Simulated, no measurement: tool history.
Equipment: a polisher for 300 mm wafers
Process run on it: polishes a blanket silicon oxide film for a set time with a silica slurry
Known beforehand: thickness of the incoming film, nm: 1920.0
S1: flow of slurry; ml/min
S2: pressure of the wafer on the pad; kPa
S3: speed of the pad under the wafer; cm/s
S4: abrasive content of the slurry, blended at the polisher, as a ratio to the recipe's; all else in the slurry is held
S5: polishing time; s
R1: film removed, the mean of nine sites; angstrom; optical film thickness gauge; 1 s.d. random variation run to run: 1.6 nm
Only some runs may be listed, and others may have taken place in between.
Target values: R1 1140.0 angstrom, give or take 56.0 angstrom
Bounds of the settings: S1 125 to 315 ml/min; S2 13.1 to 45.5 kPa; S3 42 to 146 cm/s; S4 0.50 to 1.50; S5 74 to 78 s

{"run": 1, "day": 0.0, "S1": 205, "S2": 29.0, "S3": 94, "S4": 1.0, "S5": 74, "R1": 1700.6}
{"run": 2, "day": 0.204, "S1": 220, "S2": 29.0, "S3": 94, "S4": 1.0, "S5": 74, "R1": 1745.4}
{"run": 3, "day": 0.525, "S1": 215, "S2": 25.5, "S3": 92, "S4": 1.0, "S5": 74, "R1": 1487.6}
{"run": 4, "day": 0.817, "S1": 165, "S2": 25.5, "S3": 92, "S4": 1.0, "S5": 74, "R1": 1445.9}
{"run": 5, "day": 0.929, "S1": 165, "S2": 25.5, "S3": 92, "S4": 1.0, "S5": 78, "R1": 1488.7}
{"run": 6, "day": 0.992, "S1": 165, "S2": 25.5, "S3": 92, "S4": 1.0, "S5": 74, "R1": 1419.3}
{"run": 7, "day": 1.058, "S1": 165, "S2": 23.4, "S3": 92, "S4": 1.0, "S5": 74, "R1": 1326.3}
{"run": 8, "day": 1.404, "S1": 165, "S2": 18.6, "S3": 90, "S4": 1.0, "S5": 74, "R1": 1053.4}

Of the 5 settings listed for the next run, only one would bring every result within its allowed miss of target. Which one?
{"run": "A", "day": 1.75, "S1": 165, "S2": 21.4, "S3": 68, "S4": 1.5, "S5": 78, "R1": "?"}
{"run": "B", "day": 1.75, "S1": 185, "S2": 20.0, "S3": 100, "S4": 1.05, "S5": 77, "R1": "?"}
{"run": "C", "day": 1.75, "S1": 180, "S2": 27.6, "S3": 78, "S4": 0.8, "S5": 78, "R1": "?"}
{"run": "D", "day": 1.75, "S1": 205, "S2": 18.6, "S3": 88, "S4": 1.05, "S5": 78, "R1": "?"}
{"run": "E", "day": 1.75, "S1": 130, "S2": 20.7, "S3": 98, "S4": 1.05, "S5": 78, "R1": "?"}

move=A R1=1263.6
move=B R1=1304.3
move=C R1=1302.9
move=D R1=1151.9
move=E R1=1256.1
A: moves the result that the last run missed by most past its target, out the other side
B: moves the result that the last run missed by most past its target, out the other side
C: moves the result that the last run missed by most past its target, out the other side
D: each result inside its tolerance
E: moves the result that the last run missed by most past its target, out the other side
The right move is D.

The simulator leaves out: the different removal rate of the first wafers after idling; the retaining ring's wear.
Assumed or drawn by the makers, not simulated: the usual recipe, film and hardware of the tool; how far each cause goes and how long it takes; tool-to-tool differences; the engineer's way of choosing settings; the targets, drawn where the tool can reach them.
